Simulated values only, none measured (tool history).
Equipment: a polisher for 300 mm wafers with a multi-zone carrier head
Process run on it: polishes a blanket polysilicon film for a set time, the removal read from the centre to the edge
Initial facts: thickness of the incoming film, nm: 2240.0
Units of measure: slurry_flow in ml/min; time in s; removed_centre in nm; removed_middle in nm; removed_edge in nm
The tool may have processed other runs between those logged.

run 1 hour=0 | slurry_flow=165 centre_zone=1 middle_zone=1 edge_zone=1 time=66 | removed_centre=874.24 removed_middle=869.8 removed_edge=891.26
run 2 hour=3.3 | slurry_flow=165 centre_zone=0.92 middle_zone=1 edge_zone=1 time=66 | removed_centre=819.83 removed_middle=877.36 removed_edge=908.05
run 3 hour=8.6 | slurry_flow=165 centre_zone=0.92 middle_zone=1 edge_zone=1 time=51 | removed_centre=637.55 removed_middle=676.15 removed_edge=681.94
run 4 hour=15.7 | slurry_flow=165 centre_zone=0.92 middle_zone=0.96 edge_zone=1 time=51 | removed_centre=646.46 removed_middle=655.24 removed_edge=664.56
run 5 hour=19 | slurry_flow=170 centre_zone=0.93 middle_zone=0.97 edge_zone=1.07 time=54 | removed_centre=683.22 removed_middle=694.91 removed_edge=750.33
run 6 hour=23.1 | slurry_flow=170 centre_zone=0.98 middle_zone=0.97 edge_zone=1.07 time=54 | removed_centre=712.97 removed_middle=701.56 removed_edge=765.2

Expected results for the next run?
run 7 hour=25.4 | slurry_flow=190 centre_zone=0.98 middle_zone=0.98 edge_zone=1.11 time=54 | removed_centre=? removed_middle=? removed_edge=?

Run 7 measured removed_centre 719.71 nm, removed_middle 717.59 nm, removed_edge 771.61 nm.
